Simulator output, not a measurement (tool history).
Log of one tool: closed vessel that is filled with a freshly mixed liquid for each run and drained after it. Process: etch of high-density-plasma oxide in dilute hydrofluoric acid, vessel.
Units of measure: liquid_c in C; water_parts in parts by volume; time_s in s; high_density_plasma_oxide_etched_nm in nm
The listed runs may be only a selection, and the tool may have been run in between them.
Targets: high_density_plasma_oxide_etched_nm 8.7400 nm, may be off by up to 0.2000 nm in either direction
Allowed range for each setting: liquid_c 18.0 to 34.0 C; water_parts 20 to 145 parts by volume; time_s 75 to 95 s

run,hour,liquid_c,water_parts,time_s,high_density_plasma_oxide_etched_nm
1,0.0,26.0,80,95,7.3084
2,8.8,29.0,80,95,8.2252
3,10.8,29.0,80,75,6.5284
4,12.2,29.0,80,75,6.5220
5,21.1,29.5,80,75,6.5975
6,21.9,29.5,80,75,6.5376
7,27.2,30.5,70,75,7.8492
8,31.8,31.0,70,75,8.1785

5 candidate next runs follow, results not yet known. Just one meets every target within its allowed miss. Identify it.
A,36.4,32.5,70,80,?
B,36.4,30.0,75,80,?
C,36.4,30.5,75,90,?
D,36.4,31.0,70,85,?
E,36.4,31.0,90,95,?

move,high_density_plasma_oxide_etched_nm
A,9.1264
B,7.6872
C,8.8161
D,9.1572
E,7.7442
A: moves the result that the last run missed by most past its target, out the other side
B: its largest miss is bigger than the last run's
C: all results in spec
D: moves the result that the last run missed by most past its target, out the other side
E: its largest miss is bigger than the last run's
Answer: C
